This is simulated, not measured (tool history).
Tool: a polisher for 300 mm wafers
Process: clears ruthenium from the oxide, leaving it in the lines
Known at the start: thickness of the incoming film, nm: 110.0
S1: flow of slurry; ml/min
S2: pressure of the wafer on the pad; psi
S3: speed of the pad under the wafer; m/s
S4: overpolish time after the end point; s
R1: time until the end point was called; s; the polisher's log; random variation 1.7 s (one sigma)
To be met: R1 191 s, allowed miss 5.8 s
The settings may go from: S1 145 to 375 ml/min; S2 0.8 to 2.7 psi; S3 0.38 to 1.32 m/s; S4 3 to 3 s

| run | day | S1 | S2 | S3 | S4 | R1 |
|---|---|---|---|---|---|---|
| 1 | 0 | 240 | 1.7 | 0.84 | 3 | 145.59 |
| 2 | 0.129 | 240 | 1.7 | 0.84 | 3 | 143.5 |
| 3 | 0.375 | 240 | 1.6 | 0.84 | 3 | 150.26 |
| 4 | 0.446 | 240 | 1.6 | 1.04 | 3 | 121.88 |
| 5 | 0.496 | 240 | 1.6 | 0.88 | 3 | 147.32 |
| 6 | 0.838 | 240 | 1.6 | 0.88 | 3 | 145.38 |
| 7 | 1.133 | 230 | 1.1 | 0.88 | 3 | 210.56 |
| 8 | 1.458 | 240 | 1.1 | 0.88 | 3 | 207.31 |
| 9 | 1.496 | 250 | 1.1 | 0.88 | 3 | 208.63 |

4 next moves are on the table. One of them brings every result within its allowed miss. Which?
| A | 1.533 | 275 | 1 | 0.84 | 3 | ? |
| B | 1.533 | 275 | 1.3 | 0.8 | 3 | ? |
| C | 1.533 | 145 | 1 | 1.04 | 3 | ? |
| D | 1.533 | 185 | 1 | 1.02 | 3 | ? |

| move | R1 |
|---|---|
| A | 234.57 |
| B | 191.38 |
| C | 205.2 |
| D | 202.5 |
A: further off than the last run
B: meets every target
C: nearer than the last run, and not there yet
D: nearer than the last run, and not there yet
Move B is the one to make.
